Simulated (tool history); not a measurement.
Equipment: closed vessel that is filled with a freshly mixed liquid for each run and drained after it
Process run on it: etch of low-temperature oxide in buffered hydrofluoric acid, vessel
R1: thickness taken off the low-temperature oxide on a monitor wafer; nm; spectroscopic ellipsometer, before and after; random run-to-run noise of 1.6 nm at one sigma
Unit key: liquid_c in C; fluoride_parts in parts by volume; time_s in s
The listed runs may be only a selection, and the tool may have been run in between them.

{"run": 1, "hour": 0.0, "liquid_c": 22, "fluoride_parts": 9.5, "time_s": 90, "R1": 218.82}
{"run": 2, "hour": 7.2, "liquid_c": 22, "fluoride_parts": 9.5, "time_s": 95, "R1": 231.16}
{"run": 3, "hour": 10.5, "liquid_c": 22, "fluoride_parts": 11, "time_s": 95, "R1": 199.8}
{"run": 4, "hour": 11.4, "liquid_c": 22, "fluoride_parts": 11, "time_s": 95, "R1": 204.42}
{"run": 5, "hour": 14.3, "liquid_c": 24.5, "fluoride_parts": 11, "time_s": 95, "R1": 233.02}
{"run": 6, "hour": 18.6, "liquid_c": 24.5, "fluoride_parts": 9, "time_s": 95, "R1": 278.03}

Run 7 comes next. What will it give?
{"run": 7, "hour": 23.2, "liquid_c": 22, "fluoride_parts": 9.5, "time_s": 95, "R1": "?"}

R1: 233.83 nm

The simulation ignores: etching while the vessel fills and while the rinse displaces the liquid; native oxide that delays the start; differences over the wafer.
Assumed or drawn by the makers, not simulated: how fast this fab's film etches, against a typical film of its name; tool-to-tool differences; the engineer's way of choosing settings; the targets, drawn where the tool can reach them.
